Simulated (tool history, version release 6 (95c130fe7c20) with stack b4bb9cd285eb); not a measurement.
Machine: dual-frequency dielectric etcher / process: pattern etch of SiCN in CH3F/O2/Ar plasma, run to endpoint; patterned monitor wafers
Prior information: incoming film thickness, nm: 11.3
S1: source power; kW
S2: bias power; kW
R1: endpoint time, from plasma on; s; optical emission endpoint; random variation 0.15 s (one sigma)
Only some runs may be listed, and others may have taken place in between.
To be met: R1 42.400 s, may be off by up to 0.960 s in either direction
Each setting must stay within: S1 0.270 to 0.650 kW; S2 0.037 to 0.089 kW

| run | hour | S1 | S2 | R1 |
|---|---|---|---|---|
| 1 | 0.0 | 0.460 | 0.063 | 31.454 |
| 2 | 7.8 | 0.460 | 0.072 | 29.399 |
| 3 | 13.1 | 0.410 | 0.065 | 33.150 |
| 4 | 21.3 | 0.380 | 0.063 | 35.081 |
| 5 | 29.2 | 0.350 | 0.061 | 37.642 |
| 6 | 32.1 | 0.330 | 0.061 | 39.006 |
| 7 | 37.2 | 0.320 | 0.061 | 40.114 |
| 8 | 45.2 | 0.270 | 0.059 | 46.229 |
| 9 | 51.2 | 0.280 | 0.059 | 45.055 |
| 10 | 55.1 | 0.340 | 0.061 | 38.409 |
| 11 | 59.9 | 0.290 | 0.060 | 43.050 |

5 candidate next runs follow, results not yet known. Just one meets every target within its allowed miss. Identify it.
| A | 64.7 | 0.320 | 0.054 | ? |
| B | 64.7 | 0.290 | 0.056 | ? |
| C | 64.7 | 0.340 | 0.046 | ? |
| D | 64.7 | 0.280 | 0.060 | ? |
| E | 64.7 | 0.290 | 0.058 | ? |

| move | R1 |
|---|---|
| A | 43.024 |
| B | 45.332 |
| C | 45.124 |
| D | 44.844 |
| E | 44.460 |
A: every result lands within tolerance
B: lands further from the targets than the last run did
C: lands further from the targets than the last run did
D: lands further from the targets than the last run did
E: lands further from the targets than the last run did
Go with A: it meets all targets.
